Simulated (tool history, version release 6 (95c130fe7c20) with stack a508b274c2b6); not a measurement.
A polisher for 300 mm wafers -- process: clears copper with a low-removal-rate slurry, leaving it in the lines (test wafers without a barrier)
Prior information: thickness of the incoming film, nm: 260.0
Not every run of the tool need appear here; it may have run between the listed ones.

run  hour  flow of slurry (ml/min)  pressure of the wafer on the pad (psi)  speed of the pad under the wafer (cm/s)  abrasive content of the slurry  overpolish time after the end point (s)  time until the end point was called (s)  dishing of a wide line in a test structure (angstrom)
  1   0.0                      315                                     2.4                                       90                             1.0                                       14                                   116.57                                                 225.45
  2   3.9                      345                                     2.4                                       90                             1.0                                       14                                   112.14                                                 235.18
  3   9.3                      335                                     2.3                                       90                             1.0                                       15                                   116.82                                                 243.33
  4  16.8                      335                                     1.8                                       90                             1.0                                       15                                   144.93                                                 184.88
     24.0  -- slurry nozzle cleaned
  5  24.0                      335                                     1.8                                       90                             1.0                                       18                                   139.27                                                 239.37
  6  26.8                      330                                     1.8                                       90                             1.0                                       18                                   140.00                                                 233.39
  7  27.6                      325                                     1.8                                       90                             1.0                                       18                                   143.00                                                 235.79
  8  31.8                      320                                     1.8                                       90                             1.0                                       18                                   143.08                                                 234.13

Forecast run 9:
  9  35.2                      315                                     1.8                                       90                             1.0                                       18                                        ?                                                      ?

Run 9 gave time until the end point was called (s) 141.35, dishing of a wide line in a test structure (angstrom) 238.56.
